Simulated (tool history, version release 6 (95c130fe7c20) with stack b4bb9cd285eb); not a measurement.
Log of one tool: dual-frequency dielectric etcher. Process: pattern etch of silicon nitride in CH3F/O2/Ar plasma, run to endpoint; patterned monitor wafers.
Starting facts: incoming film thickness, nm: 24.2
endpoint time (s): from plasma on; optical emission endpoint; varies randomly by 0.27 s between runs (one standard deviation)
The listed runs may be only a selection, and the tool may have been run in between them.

run 1 hour=0 | source_power_(kW)=0.4 bias_power_(kW)=0.093 | endpoint_time_(s)=31.836
run 2 hour=2.2 | source_power_(kW)=0.37 bias_power_(kW)=0.089 | endpoint_time_(s)=32.97
run 3 hour=10.9 | source_power_(kW)=0.3 bias_power_(kW)=0.089 | endpoint_time_(s)=36.149
run 4 hour=14.1 | source_power_(kW)=0.34 bias_power_(kW)=0.089 | endpoint_time_(s)=33.859
run 5 hour=23 | source_power_(kW)=0.32 bias_power_(kW)=0.087 | endpoint_time_(s)=35.096
run 6 hour=28.6 | source_power_(kW)=0.3 bias_power_(kW)=0.086 | endpoint_time_(s)=35.996
run 7 hour=31.7 | source_power_(kW)=0.29 bias_power_(kW)=0.085 | endpoint_time_(s)=36.408

Run 8 comes next. What will it give?
run 8 hour=40 | source_power_(kW)=0.28 bias_power_(kW)=0.084 | endpoint_time_(s)=?

endpoint time (s): 37.627

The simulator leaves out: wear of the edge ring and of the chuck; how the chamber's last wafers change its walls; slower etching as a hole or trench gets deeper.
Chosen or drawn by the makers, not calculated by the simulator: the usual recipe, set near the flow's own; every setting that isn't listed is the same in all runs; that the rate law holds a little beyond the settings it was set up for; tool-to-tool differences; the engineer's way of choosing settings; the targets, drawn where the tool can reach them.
